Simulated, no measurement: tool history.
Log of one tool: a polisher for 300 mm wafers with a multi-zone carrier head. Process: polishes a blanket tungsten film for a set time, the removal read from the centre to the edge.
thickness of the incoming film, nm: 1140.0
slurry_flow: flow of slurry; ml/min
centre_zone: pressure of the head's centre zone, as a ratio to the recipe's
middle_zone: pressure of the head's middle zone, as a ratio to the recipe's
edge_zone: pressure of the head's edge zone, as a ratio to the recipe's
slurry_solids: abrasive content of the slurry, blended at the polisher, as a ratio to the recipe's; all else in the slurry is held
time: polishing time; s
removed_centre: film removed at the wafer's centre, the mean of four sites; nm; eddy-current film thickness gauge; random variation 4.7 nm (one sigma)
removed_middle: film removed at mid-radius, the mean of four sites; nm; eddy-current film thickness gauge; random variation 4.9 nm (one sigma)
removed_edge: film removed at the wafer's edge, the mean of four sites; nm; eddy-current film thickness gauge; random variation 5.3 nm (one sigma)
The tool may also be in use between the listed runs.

| run | day | slurry_flow | centre_zone | middle_zone | edge_zone | slurry_solids | time | removed_centre | removed_middle | removed_edge |
|---|---|---|---|---|---|---|---|---|---|---|
| 1 | 0 | 295 | 1 | 1 | 1 | 1 | 61 | 361.28 | 361.72 | 365.65 |
| 2 | 0.042 | 295 | 1.03 | 1 | 1 | 1 | 61 | 369.59 | 354.74 | 373.23 |
| 3 | 0.367 | 295 | 1.03 | 1 | 1 | 1 | 52 | 314.16 | 299.69 | 300.76 |
| 4 | 0.579 | 295 | 1.03 | 1 | 1 | 1 | 62 | 377.04 | 361.14 | 374.55 |
| 5 | 0.954 | 300 | 1.01 | 1.04 | 1.02 | 1.1 | 63 | 387.09 | 391.62 | 381.17 |
| 6 | 1.062 | 295 | 0.97 | 1.04 | 1.03 | 1.15 | 65 | 395.29 | 404.24 | 397.56 |
| 7 | 1.325 | 295 | 0.93 | 1.06 | 1.04 | 1.15 | 67 | 394.61 | 415.67 | 413.08 |
| 8 | 1.479 | 300 | 0.9 | 1.09 | 1.05 | 1.2 | 68 | 389.97 | 442.35 | 429.83 |
| 9 | 1.821 | 310 | 0.9 | 1.11 | 1.05 | 1.2 | 68 | 395.44 | 438.49 | 431.37 |
|  | 2.154 | edge zone pressure recalibrated |
| 10 | 2.154 | 300 | 0.89 | 1.13 | 1.04 | 1.25 | 68 | 391.23 | 456.04 | 406.38 |
| 11 | 2.329 | 310 | 0.88 | 1.14 | 1.05 | 1.3 | 68 | 387.74 | 473 | 420.5 |
| 12 | 2.479 | 315 | 0.89 | 1.14 | 1.06 | 1.3 | 68 | 406.24 | 467.67 | 421.12 |

The next listed run, before its measurement:
| 13 | 2.846 | 315 | 0.88 | 1.14 | 1.07 | 1.3 | 68 | ? | ? | ? |

{"run 13": {"removed_centre": 389.97, "removed_middle": 465.66, "removed_edge": 430.99}}
